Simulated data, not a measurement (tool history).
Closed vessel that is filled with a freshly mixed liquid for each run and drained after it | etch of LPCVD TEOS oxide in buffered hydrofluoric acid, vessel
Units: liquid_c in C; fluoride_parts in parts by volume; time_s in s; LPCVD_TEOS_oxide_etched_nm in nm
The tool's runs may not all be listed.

| run | hour | liquid_c | fluoride_parts | time_s | LPCVD_TEOS_oxide_etched_nm |
|---|---|---|---|---|---|
| 1 | 0.0 | 25.0 | 14.5 | 105 | 338.92 |
| 2 | 6.3 | 26.5 | 14.5 | 105 | 373.77 |
| 3 | 13.7 | 23.0 | 14.5 | 105 | 304.83 |
| 4 | 18.0 | 23.0 | 12.0 | 105 | 370.31 |
| 5 | 21.6 | 24.5 | 12.0 | 105 | 404.86 |
| 6 | 24.1 | 23.0 | 13.0 | 105 | 345.39 |
| 7 | 29.2 | 22.0 | 14.0 | 105 | 301.40 |
| 8 | 35.8 | 21.0 | 14.5 | 105 | 276.10 |
| 9 | 41.9 | 20.0 | 15.0 | 105 | 255.21 |
| 10 | 45.0 | 19.5 | 15.5 | 105 | 236.07 |
| 11 | 45.8 | 19.0 | 16.0 | 105 | 224.93 |

The next listed run, before its measurement:
| 12 | 46.3 | 18.5 | 16.5 | 105 | ? |

Run 12 gave LPCVD_TEOS_oxide_etched_nm 213.16 nm.

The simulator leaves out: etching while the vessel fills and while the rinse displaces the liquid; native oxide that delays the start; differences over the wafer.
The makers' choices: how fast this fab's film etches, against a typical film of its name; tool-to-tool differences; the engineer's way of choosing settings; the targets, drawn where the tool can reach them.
